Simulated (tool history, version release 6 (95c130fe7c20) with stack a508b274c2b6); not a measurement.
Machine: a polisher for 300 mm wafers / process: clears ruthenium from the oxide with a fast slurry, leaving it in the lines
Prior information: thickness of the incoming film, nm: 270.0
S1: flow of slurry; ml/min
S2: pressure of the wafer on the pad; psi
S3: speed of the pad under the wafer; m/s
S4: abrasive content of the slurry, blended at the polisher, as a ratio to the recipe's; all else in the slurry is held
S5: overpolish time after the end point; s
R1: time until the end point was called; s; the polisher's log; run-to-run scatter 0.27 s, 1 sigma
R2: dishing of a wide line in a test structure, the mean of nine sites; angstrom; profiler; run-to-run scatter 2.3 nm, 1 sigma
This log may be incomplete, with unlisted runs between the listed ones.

run  hour   S1   S2    S3  S4  S5      R1      R2
  1     0  275  3.4  1.22   1  28  51.491  945.72
  2   0.9  275  3.9  1.28   1  25  42.505  1011.9
  3   5.6  275  3.9  1.46   1  25  37.774    1087
  4  14.5  275  4.3  1.46   1  23  33.531  1089.4
  5  19.8  275  4.6  1.46   1  22  31.163  1124.1
  6  22.7  275  4.8  1.46   1  21  30.121  1058.1
  7  27.7  275  4.9  1.48   1  22  29.662  1147.2

Expected results for the next run?
  8    29  275   5  1.5   1  22   ?   ?

R1: 28.072 s
R2: 1174.9 angstrom
